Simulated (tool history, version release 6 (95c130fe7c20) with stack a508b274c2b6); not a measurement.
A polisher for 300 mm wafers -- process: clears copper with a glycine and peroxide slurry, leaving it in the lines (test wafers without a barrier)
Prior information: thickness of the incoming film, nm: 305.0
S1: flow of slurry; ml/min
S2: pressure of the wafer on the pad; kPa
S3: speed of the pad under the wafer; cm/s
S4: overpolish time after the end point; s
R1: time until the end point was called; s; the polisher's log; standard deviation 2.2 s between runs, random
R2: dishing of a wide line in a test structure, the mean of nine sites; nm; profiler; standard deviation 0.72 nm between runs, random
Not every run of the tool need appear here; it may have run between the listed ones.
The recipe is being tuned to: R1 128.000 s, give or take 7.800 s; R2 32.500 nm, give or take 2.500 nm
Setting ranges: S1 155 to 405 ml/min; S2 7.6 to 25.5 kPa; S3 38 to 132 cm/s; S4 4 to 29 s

| run | hour | S1 | S2 | S3 | S4 | R1 | R2 |
|---|---|---|---|---|---|---|---|
| 1 | 0.0 | 260 | 16.5 | 84 | 15 | 81.190 | 30.491 |
| 2 | 3.7 | 260 | 16.5 | 84 | 19 | 79.083 | 33.545 |
| 3 | 5.0 | 260 | 15.2 | 80 | 21 | 89.197 | 36.646 |
| 4 | 10.5 | 260 | 15.2 | 94 | 21 | 81.722 | 37.320 |
| 5 | 11.1 | 260 | 11.0 | 94 | 21 | 97.154 | 32.455 |
| 6 | 18.8 | 310 | 11.0 | 94 | 21 | 93.464 | 33.709 |
| 7 | 26.4 | 305 | 10.3 | 90 | 22 | 99.749 | 33.758 |
| 8 | 29.5 | 300 | 9.7 | 88 | 22 | 105.250 | 32.605 |
| 9 | 31.2 | 295 | 9.0 | 86 | 22 | 108.670 | 32.592 |
| 10 | 35.8 | 295 | 9.0 | 84 | 22 | 114.400 | 30.094 |
| 11 | 36.8 | 295 | 9.0 | 84 | 23 | 112.010 | 32.506 |
| 12 | 39.4 | 295 | 9.0 | 84 | 23 | 114.620 | 31.398 |
| 13 | 45.8 | 295 | 9.0 | 84 | 24 | 111.300 | 31.585 |
| 14 | 51.4 | 305 | 9.0 | 82 | 25 | 110.760 | 33.490 |
| 15 | 53.0 | 300 | 9.0 | 80 | 25 | 118.090 | 32.014 |

Exercise: of the 4 proposed moves below, exactly one satisfies all targets within the stated allowed misses. Which move is it?
| A | 54.6 | 340 | 13.8 | 70 | 18 | ? | ? |
| B | 54.6 | 295 | 11.0 | 78 | 20 | ? | ? |
| C | 54.6 | 240 | 9.7 | 92 | 21 | ? | ? |
| D | 54.6 | 305 | 7.6 | 80 | 27 | ? | ? |

| move | R1 | R2 |
|---|---|---|
| A | 100.080 | 29.252 |
| B | 105.880 | 29.934 |
| C | 103.150 | 30.998 |
| D | 123.810 | 32.523 |
A: moves away from the targets compared with the last run
B: moves away from the targets compared with the last run
C: moves away from the targets compared with the last run
D: all results land within tolerance of their targets
Answer: D
